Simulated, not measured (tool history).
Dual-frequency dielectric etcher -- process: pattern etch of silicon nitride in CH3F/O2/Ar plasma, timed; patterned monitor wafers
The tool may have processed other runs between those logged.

run,day,source power (W),bias power (W),etch time (s),mean etch depth across the wafer (nm)
1,0,420,101,40.5,30.187
2,0.233,410,99,40.5,29.745
3,0.575,450,99,40.5,30.907
4,0.917,430,97,40.5,30.189
5,1.088,430,80,40.5,28.483
6,1.296,430,80,40.5,28.554
7,1.642,420,79,40.5,28.106
8,1.804,410,78,40.5,27.758
9,1.879,400,77,40.5,27.221
10,2,390,77,40.5,27.045

Expected results for the next run?
11,2.371,380,77,40.5,?

Run 11 measured mean etch depth across the wafer (nm) 26.737.
